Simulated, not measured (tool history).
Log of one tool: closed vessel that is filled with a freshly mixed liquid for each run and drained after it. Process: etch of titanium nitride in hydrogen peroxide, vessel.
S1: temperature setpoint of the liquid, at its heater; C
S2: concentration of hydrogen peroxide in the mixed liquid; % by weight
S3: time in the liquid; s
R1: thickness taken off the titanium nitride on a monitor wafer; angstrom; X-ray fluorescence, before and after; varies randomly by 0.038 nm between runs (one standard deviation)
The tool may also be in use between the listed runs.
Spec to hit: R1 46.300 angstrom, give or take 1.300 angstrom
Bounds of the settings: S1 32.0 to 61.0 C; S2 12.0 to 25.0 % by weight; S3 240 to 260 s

run,hour,S1,S2,S3,R1
1,0.0,45.0,17.0,240,103.430
2,5.4,45.0,20.5,240,107.760
3,9.2,41.5,20.5,240,82.674
4,15.5,41.5,17.5,240,80.037
5,23.5,39.5,17.5,240,68.795
6,25.0,38.0,17.5,240,60.630
7,25.9,38.0,17.5,240,60.341
8,29.7,37.0,17.5,240,56.817
9,33.5,36.0,17.5,240,53.201

Below are 4 possible settings for the next run. Only one of them brings all results inside the allowed miss of their targets. Which is it?
A,37.3,34.5,17.5,240,?
B,37.3,37.5,16.5,260,?
C,37.3,35.5,17.0,245,?
D,37.3,34.5,18.0,260,?

move,R1
A,46.196
B,62.629
C,50.744
D,50.346
A: in spec on every target
B: lands further from the targets than the last run did
C: nearer the targets than the last run, but a result is still out of spec
D: nearer the targets than the last run, but a result is still out of spec
Move A is the one to make.

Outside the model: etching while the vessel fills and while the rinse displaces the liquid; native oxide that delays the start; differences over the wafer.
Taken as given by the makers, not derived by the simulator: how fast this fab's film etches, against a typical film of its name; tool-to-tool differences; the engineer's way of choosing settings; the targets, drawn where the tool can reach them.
